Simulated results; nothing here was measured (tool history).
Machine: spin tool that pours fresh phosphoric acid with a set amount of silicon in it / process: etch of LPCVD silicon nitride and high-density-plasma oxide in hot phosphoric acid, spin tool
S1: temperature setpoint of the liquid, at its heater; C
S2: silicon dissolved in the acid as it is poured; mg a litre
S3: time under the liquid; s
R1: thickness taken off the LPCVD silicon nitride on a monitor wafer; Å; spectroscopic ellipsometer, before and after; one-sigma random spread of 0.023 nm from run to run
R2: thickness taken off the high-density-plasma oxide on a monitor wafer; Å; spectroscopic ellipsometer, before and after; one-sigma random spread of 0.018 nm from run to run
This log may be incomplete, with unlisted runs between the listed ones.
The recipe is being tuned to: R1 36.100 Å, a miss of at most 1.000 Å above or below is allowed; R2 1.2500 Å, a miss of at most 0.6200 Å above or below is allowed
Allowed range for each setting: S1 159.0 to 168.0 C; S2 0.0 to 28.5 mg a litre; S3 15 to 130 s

| run | hour | S1 | S2 | S3 | R1 | R2 |
|---|---|---|---|---|---|---|
| 1 | 0.0 | 164.0 | 12.5 | 65 | 63.982 | 2.0520 |
| 2 | 1.6 | 164.0 | 16.0 | 65 | 63.818 | 2.5503 |
| 3 | 6.2 | 166.0 | 16.0 | 65 | 68.492 | 2.0227 |
| 4 | 10.9 | 165.0 | 15.0 | 55 | 55.942 | 1.8693 |
| 5 | 17.3 | 164.0 | 15.0 | 55 | 54.321 | 1.8396 |
| 6 | 20.8 | 163.5 | 14.5 | 50 | 47.930 | 1.4881 |
| 7 | 29.3 | 162.5 | 15.0 | 50 | 46.577 | 1.2108 |
| 8 | 37.1 | 162.5 | 13.5 | 45 | 42.372 | 1.4676 |
| 9 | 41.8 | 162.0 | 13.5 | 45 | 41.302 | 1.5428 |
| 10 | 47.5 | 161.5 | 14.5 | 45 | 40.543 | 1.4280 |
| 11 | 54.1 | 161.0 | 15.0 | 45 | 40.073 | 1.1526 |

Of the 4 settings listed for the next run, only one would bring every result within its allowed miss of target. Which one?
| A | 60.7 | 160.5 | 12.5 | 45 | ? | ? |
| B | 60.7 | 160.5 | 11.5 | 55 | ? | ? |
| C | 60.7 | 161.5 | 12.0 | 40 | ? | ? |
| D | 60.7 | 160.5 | 13.0 | 45 | ? | ? |

| move | R1 | R2 |
|---|---|---|
| A | 39.155 | 1.0959 |
| B | 47.856 | 1.3710 |
| C | 35.988 | 1.0611 |
| D | 39.155 | 1.0830 |
A: closes in on the targets versus the last run, not all within tolerance yet
B: the biggest miss grows against the last run
C: in spec on every target
D: closes in on the targets versus the last run, not all within tolerance yet
Go with C: it meets all targets.

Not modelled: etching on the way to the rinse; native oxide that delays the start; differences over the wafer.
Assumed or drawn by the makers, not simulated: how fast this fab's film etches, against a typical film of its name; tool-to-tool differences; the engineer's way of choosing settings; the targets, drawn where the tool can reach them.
